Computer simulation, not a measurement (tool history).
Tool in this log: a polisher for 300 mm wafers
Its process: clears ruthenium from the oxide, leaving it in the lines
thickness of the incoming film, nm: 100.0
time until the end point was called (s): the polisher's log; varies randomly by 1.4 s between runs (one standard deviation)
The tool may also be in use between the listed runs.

run	day	flow of slurry (ml/min)	pressure of the wafer on the pad (kPa)	speed of the pad under the wafer (m/s)	overpolish time after the end point (s)	time until the end point was called (s)
1	0.000	275	11.0	1.00	6	135.78
2	0.079	275	11.0	0.78	6	174.16
3	0.162	275	12.4	0.78	6	152.60
4	0.500	275	14.5	0.78	6	133.50
5	0.850	275	14.5	0.56	6	181.22
6	1.096	275	13.1	0.56	6	202.47
# day 1.412: worn pad replaced by a new one
7	1.412	275	14.5	0.62	6	154.20
8	1.688	275	15.2	0.64	6	138.80
9	1.996	275	15.9	0.64	6	133.05
10	2.083	275	16.5	0.64	6	125.89
11	2.325	275	17.2	0.66	6	118.50

Expected results for the next run?
12	2.483	275	17.2	0.68	6	?

{"run 12": {"time until the end point was called (s)": 116.5}}
